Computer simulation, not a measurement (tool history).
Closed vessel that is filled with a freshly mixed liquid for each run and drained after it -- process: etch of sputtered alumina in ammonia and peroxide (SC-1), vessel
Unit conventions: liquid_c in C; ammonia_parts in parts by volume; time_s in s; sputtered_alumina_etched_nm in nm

run 1 day=0 | liquid_c=51 ammonia_parts=0.9 time_s=2480 | sputtered_alumina_etched_nm=98.528
run 2 day=0.292 | liquid_c=53 ammonia_parts=0.9 time_s=2480 | sputtered_alumina_etched_nm=111.46
run 3 day=0.446 | liquid_c=54.5 ammonia_parts=0.9 time_s=2480 | sputtered_alumina_etched_nm=121.94
run 4 day=0.688 | liquid_c=54.5 ammonia_parts=0.9 time_s=2650 | sputtered_alumina_etched_nm=129.59
run 5 day=0.804 | liquid_c=48.5 ammonia_parts=0.9 time_s=2650 | sputtered_alumina_etched_nm=92.684
run 6 day=0.979 | liquid_c=48.5 ammonia_parts=0.9 time_s=2480 | sputtered_alumina_etched_nm=87.524

Run 7 is up next; what results do you expect?
run 7 day=1.017 | liquid_c=51 ammonia_parts=0.9 time_s=2480 | sputtered_alumina_etched_nm=?

sputtered_alumina_etched_nm: 99.537 nm
